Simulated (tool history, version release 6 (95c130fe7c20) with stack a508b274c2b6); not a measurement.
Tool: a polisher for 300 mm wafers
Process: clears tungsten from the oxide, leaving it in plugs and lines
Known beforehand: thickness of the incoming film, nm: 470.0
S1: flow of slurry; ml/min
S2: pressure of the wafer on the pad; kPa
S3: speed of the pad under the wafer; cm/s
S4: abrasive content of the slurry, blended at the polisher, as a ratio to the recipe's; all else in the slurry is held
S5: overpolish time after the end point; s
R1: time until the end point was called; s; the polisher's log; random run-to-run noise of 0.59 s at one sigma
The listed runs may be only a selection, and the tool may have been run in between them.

{"run": 1, "hour": 0.0, "S1": 210, "S2": 31.0, "S3": 142, "S4": 1.0, "S5": 4, "R1": 66.472}
{"run": 2, "hour": 4.8, "S1": 210, "S2": 31.0, "S3": 162, "S4": 1.0, "S5": 4, "R1": 59.348}
{"run": 3, "hour": 12.8, "S1": 210, "S2": 34.5, "S3": 162, "S4": 1.0, "S5": 4, "R1": 53.052}
{"run": 4, "hour": 18.6, "S1": 210, "S2": 36.5, "S3": 164, "S4": 1.0, "S5": 4, "R1": 49.131}
{"run": 5, "hour": 26.6, "S1": 210, "S2": 31.7, "S3": 164, "S4": 1.0, "S5": 4, "R1": 57.581}
{"run": 6, "hour": 32.9, "S1": 210, "S2": 38.6, "S3": 164, "S4": 1.0, "S5": 4, "R1": 47.013}
{"run": 7, "hour": 40.9, "S1": 210, "S2": 40.0, "S3": 166, "S4": 1.0, "S5": 4, "R1": 45.123}
{"run": 8, "hour": 49.4, "S1": 210, "S2": 40.0, "S3": 166, "S4": 1.0, "S5": 4, "R1": 43.869}
{"run": 9, "hour": 51.5, "S1": 210, "S2": 41.4, "S3": 166, "S4": 1.0, "S5": 4, "R1": 42.936}

Predict the results of run 10:
{"run": 10, "hour": 57.4, "S1": 210, "S2": 42.1, "S3": 166, "S4": 1.0, "S5": 4, "R1": "?"}

Run 10 measured R1 43.365 s.

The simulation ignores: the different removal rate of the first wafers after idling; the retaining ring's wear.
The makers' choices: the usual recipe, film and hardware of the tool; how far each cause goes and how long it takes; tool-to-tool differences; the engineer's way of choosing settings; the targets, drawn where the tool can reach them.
